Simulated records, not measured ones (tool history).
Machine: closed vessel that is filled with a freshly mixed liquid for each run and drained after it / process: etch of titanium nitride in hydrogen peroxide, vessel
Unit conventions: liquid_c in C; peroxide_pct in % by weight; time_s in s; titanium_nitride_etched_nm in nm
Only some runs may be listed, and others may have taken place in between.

run,day,liquid_c,peroxide_pct,time_s,titanium_nitride_etched_nm
1,0.000,43.0,15.5,30,1.3746
2,0.079,43.0,15.5,30,1.3801
3,0.179,43.0,15.5,30,1.3833
4,0.492,43.0,15.5,30,1.3945
5,0.633,45.5,15.5,30,1.6565
6,0.671,44.5,15.5,30,1.5227
7,0.867,43.5,15.5,30,1.4406
8,1.012,42.5,15.5,30,1.3327
9,1.200,42.0,15.5,30,1.2713

Estimate the outcome of run 10 from the log above:
10,1.475,42.0,15.5,30,?

Run 10 came out at titanium_nitride_etched_nm 1.2845 nm.

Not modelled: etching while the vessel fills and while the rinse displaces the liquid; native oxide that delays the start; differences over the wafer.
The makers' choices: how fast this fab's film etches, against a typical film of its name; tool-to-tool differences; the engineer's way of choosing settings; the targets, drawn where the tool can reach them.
